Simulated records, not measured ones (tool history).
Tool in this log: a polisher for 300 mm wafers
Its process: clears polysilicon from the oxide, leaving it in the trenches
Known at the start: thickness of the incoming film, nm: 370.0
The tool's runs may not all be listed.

run  hour  flow of slurry (ml/min)  pressure of the wafer on the pad (psi)  speed of the pad under the wafer (m/s)  overpolish time after the end point (s)  time until the end point was called (s)  dishing of a wide line in a test structure (Å)
  1     0                      185                                     2.2                                    0.84                                       14                                    38.32                                          399.06
  2   8.2                      185                                     1.9                                    0.84                                       14                                   42.717                                          375.28
  3   9.2                      185                                     1.3                                    0.84                                       14                                   56.688                                          355.88
  4   9.8                      185                                     1.3                                    0.84                                       16                                   58.231                                          372.79
  5  17.8                      140                                     1.3                                    0.84                                       16                                   60.733                                          379.91
  6  20.1                      110                                     1.3                                    0.84                                       16                                   64.623                                          368.04
  7  22.9                      125                                     1.7                                    0.86                                       16                                   49.059                                          407.84
  8  28.5                      130                                       2                                    0.88                                       15                                   43.097                                          402.95

For run 9, what comes out?
  9  32.6                      140                                     2.2                                    0.88                                       15                                        ?                                               ?

time until the end point was called (s): 37.763
dishing of a wide line in a test structure (Å): 411.87

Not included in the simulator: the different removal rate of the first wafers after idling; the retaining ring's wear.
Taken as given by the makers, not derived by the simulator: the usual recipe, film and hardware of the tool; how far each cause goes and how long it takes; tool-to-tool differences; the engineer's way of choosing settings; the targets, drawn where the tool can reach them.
